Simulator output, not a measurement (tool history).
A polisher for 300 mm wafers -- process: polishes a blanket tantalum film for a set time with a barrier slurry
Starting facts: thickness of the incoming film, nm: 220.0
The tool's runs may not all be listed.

run	hour	flow of slurry (ml/min)	pressure of the wafer on the pad (kPa)	speed of the pad under the wafer (cm/s)	abrasive content of the slurry	polishing time (s)	film removed (angstrom)
1	0	300	17.2	116	1	41	822.55
2	6.8	300	16.5	116	1	41	790.38
3	10.5	270	16.5	116	1	41	792.08
4	15.2	270	15.9	116	1	41	751.04
5	23.3	270	15.9	138	1	41	888.33
6	26.4	270	15.2	138	1	41	827.6
7	27.4	270	14.5	138	1	41	795.66
8	31.7	270	13.8	138	1	41	764.31

What will run 9 give?
9	32.6	265	9	138	1	41	?

Run 9 measured film removed (angstrom) 508.99.
